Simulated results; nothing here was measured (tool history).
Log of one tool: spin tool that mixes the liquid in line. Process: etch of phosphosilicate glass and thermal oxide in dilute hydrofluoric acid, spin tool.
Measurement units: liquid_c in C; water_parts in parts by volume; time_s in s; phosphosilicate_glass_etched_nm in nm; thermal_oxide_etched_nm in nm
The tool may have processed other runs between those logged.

run  hour  liquid_c  water_parts  time_s  phosphosilicate_glass_etched_nm  thermal_oxide_etched_nm
  1     0        22           80      30                           50.512                     1.64
  2   3.7        21           85      30                           45.736                   1.4156
  3   4.7        21           85      35                           53.038                   1.7133
  4   5.8      20.5           95      35                           45.142                   1.4412
  5    14      23.5           95      35                           51.861                   1.6034
  6  19.2      23.5           75      35                           67.041                    2.096
  7    24      22.5           85      35                           55.771                   1.8168
  8  26.6      21.5           95      35                           47.015                   1.5508

What will run 9 give?
  9  35.2      21.5          100      35                                ?                        ?

Run 9 gave phosphosilicate_glass_etched_nm 44.86 nm, thermal_oxide_etched_nm 1.4639 nm.
